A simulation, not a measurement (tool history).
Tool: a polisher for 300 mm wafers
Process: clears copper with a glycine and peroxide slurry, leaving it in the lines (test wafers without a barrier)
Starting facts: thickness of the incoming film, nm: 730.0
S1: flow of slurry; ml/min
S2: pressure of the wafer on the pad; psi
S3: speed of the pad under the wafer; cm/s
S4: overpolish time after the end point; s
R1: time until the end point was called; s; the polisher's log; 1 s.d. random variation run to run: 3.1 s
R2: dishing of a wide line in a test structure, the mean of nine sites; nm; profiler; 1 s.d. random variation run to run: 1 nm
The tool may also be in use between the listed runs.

{"run": 1, "hour": 0.0, "S1": 295, "S2": 2.6, "S3": 86, "S4": 25, "R1": 146.12, "R2": 68.839}
{"run": 2, "hour": 1.5, "S1": 295, "S2": 2.6, "S3": 108, "S4": 25, "R1": 121.65, "R2": 76.51}
{"run": 3, "hour": 9.6, "S1": 295, "S2": 2.3, "S3": 108, "S4": 25, "R1": 137.28, "R2": 70.217}
{"run": 4, "hour": 16.4, "S1": 295, "S2": 2.3, "S3": 108, "S4": 16, "R1": 135.91, "R2": 50.455}
{"run": 5, "hour": 24.1, "S1": 295, "S2": 2.2, "S3": 104, "S4": 20, "R1": 143.55, "R2": 58.515}
{"run": 6, "hour": 32.6, "S1": 295, "S2": 1.9, "S3": 104, "S4": 20, "R1": 161.85, "R2": 52.969}
{"run": 7, "hour": 37.6, "S1": 295, "S2": 1.8, "S3": 102, "S4": 23, "R1": 165.22, "R2": 56.487}
{"run": 8, "hour": 44.6, "S1": 295, "S2": 1.7, "S3": 100, "S4": 26, "R1": 174.5, "R2": 58.27}

What does the tool deliver on the next run?
{"run": 9, "hour": 49.4, "S1": 295, "S2": 1.7, "S3": 98, "S4": 29, "R1": "?", "R2": "?"}

R1: 184.15 s
R2: 62.468 nm
